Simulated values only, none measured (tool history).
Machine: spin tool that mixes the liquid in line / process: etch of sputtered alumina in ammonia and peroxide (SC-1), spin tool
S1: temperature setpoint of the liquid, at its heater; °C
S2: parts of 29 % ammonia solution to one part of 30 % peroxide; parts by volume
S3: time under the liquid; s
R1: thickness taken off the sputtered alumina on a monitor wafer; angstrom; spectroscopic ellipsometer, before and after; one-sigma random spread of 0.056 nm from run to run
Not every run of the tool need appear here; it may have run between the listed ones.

run,hour,S1,S2,S3,R1
1,0.0,55.0,0.6,100,62.610
2,5.4,56.5,0.6,100,69.158
3,12.3,52.5,0.6,100,54.967
4,19.0,52.5,0.7,100,55.549
5,25.7,49.5,0.7,100,47.439
6,27.4,56.5,0.7,100,69.110

What will run 7 give?
7,33.6,57.5,0.7,100,?

{"run 7": {"R1": 73.286}}

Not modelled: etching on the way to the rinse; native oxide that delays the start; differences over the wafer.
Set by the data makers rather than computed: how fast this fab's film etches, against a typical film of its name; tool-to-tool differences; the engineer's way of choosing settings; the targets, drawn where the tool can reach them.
